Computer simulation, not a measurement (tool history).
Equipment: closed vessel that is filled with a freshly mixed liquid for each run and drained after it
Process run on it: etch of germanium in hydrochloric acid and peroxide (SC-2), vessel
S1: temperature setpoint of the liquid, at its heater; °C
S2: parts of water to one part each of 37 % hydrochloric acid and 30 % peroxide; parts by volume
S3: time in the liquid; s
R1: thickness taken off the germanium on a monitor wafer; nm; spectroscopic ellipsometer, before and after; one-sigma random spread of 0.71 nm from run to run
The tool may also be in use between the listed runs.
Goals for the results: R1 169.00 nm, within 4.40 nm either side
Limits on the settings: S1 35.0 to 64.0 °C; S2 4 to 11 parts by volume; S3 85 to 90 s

Run 1, hour 0.0: S1 48.0 °C, S2 6 parts by volume, S3 85 s. Result: R1 131.76 nm.
Run 2, hour 2.8: S1 49.0 °C, S2 6 parts by volume, S3 85 s. Result: R1 136.33 nm.
Run 3, hour 8.0: S1 49.0 °C, S2 6 parts by volume, S3 90 s. Result: R1 143.51 nm.
Run 4, hour 11.9: S1 49.0 °C, S2 6 parts by volume, S3 85 s. Result: R1 137.01 nm.
Run 5, hour 19.2: S1 49.0 °C, S2 5 parts by volume, S3 85 s. Result: R1 137.36 nm.
Run 6, hour 26.9: S1 49.0 °C, S2 4 parts by volume, S3 85 s. Result: R1 137.71 nm.
Run 7, hour 33.5: S1 50.0 °C, S2 4 parts by volume, S3 85 s. Result: R1 141.55 nm.
Run 8, hour 39.9: S1 50.5 °C, S2 4 parts by volume, S3 85 s. Result: R1 143.68 nm.
Run 9, hour 44.4: S1 56.5 °C, S2 4 parts by volume, S3 85 s. Result: R1 174.99 nm.

Consider the 4 candidate settings below. Which is the only one whose results all fall within their allowed miss of target?
Run A, hour 48.9: S1 55.5 °C, S2 4 parts by volume, S3 90 s. Result: R1 ?.
Run B, hour 48.9: S1 51.5 °C, S2 4 parts by volume, S3 90 s. Result: R1 ?.
Run C, hour 48.9: S1 57.0 °C, S2 4 parts by volume, S3 85 s. Result: R1 ?.
Run D, hour 48.9: S1 54.0 °C, S2 4 parts by volume, S3 90 s. Result: R1 ?.

move      R1
   A  178.90
   B  157.64
   C  177.02
   D  170.68
A: misses by more than the last run did
B: pushes the last run's worst result past its target
C: misses by more than the last run did
D: all results in spec
Go with D: it meets all targets.

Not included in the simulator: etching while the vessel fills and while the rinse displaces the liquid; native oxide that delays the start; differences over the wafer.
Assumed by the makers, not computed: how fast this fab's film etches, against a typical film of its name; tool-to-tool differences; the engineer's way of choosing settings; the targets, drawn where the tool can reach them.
